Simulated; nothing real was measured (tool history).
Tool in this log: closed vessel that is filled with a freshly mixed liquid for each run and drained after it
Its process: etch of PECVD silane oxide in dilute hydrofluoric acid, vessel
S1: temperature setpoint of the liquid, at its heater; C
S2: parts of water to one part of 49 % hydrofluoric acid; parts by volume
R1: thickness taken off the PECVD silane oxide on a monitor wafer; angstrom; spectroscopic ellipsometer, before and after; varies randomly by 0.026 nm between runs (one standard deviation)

run 1 hour=0.0 | S1=25.0 S2=130 time_in_the_liquid_(s)=30 | R1=40.433
run 2 hour=2.7 | S1=23.5 S2=130 time_in_the_liquid_(s)=30 | R1=37.929
run 3 hour=5.7 | S1=23.5 S2=90 time_in_the_liquid_(s)=30 | R1=57.613
run 4 hour=8.1 | S1=23.5 S2=90 time_in_the_liquid_(s)=30 | R1=57.343
run 5 hour=12.5 | S1=23.5 S2=90 time_in_the_liquid_(s)=30 | R1=56.863
run 6 hour=15.5 | S1=23.5 S2=130 time_in_the_liquid_(s)=30 | R1=37.418
run 7 hour=17.3 | S1=23.5 S2=130 time_in_the_liquid_(s)=30 | R1=37.582
run 8 hour=24.8 | S1=22.5 S2=130 time_in_the_liquid_(s)=30 | R1=36.795

Run 9, settings as shown, results not yet in. Your forecast:
run 9 hour=25.9 | S1=21.5 S2=130 time_in_the_liquid_(s)=30 | R1=?

R1: 34.824 angstrom
